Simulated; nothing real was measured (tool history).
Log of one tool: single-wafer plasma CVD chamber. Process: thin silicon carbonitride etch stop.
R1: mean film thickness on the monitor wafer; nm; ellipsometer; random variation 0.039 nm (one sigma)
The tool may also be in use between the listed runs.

{"run": 1, "day": 0.0, "RF power (W)": 245, "deposition time (s)": 14.9, "R1": 9.0429}
{"run": 2, "day": 0.038, "RF power (W)": 270, "deposition time (s)": 14.9, "R1": 9.2661}
{"run": 3, "day": 0.138, "RF power (W)": 270, "deposition time (s)": 13.7, "R1": 8.5074}
{"run": 4, "day": 0.479, "RF power (W)": 285, "deposition time (s)": 14.5, "R1": 9.1396}
{"run": 5, "day": 0.633, "RF power (W)": 295, "deposition time (s)": 15, "R1": 9.52}
{"run": 6, "day": 0.688, "RF power (W)": 325, "deposition time (s)": 15, "R1": 9.8449}
{"day": 0.804, "done": "RF generator calibrated"}
{"run": 7, "day": 0.804, "RF power (W)": 325, "deposition time (s)": 15.3, "R1": 10.19}
{"run": 8, "day": 0.971, "RF power (W)": 325, "deposition time (s)": 15.5, "R1": 10.302}
{"run": 9, "day": 1.046, "RF power (W)": 325, "deposition time (s)": 15.6, "R1": 10.328}

The next listed run, before its measurement:
{"run": 10, "day": 1.208, "RF power (W)": 325, "deposition time (s)": 15.7, "R1": "?"}

Run 10 gave R1 10.382 nm.
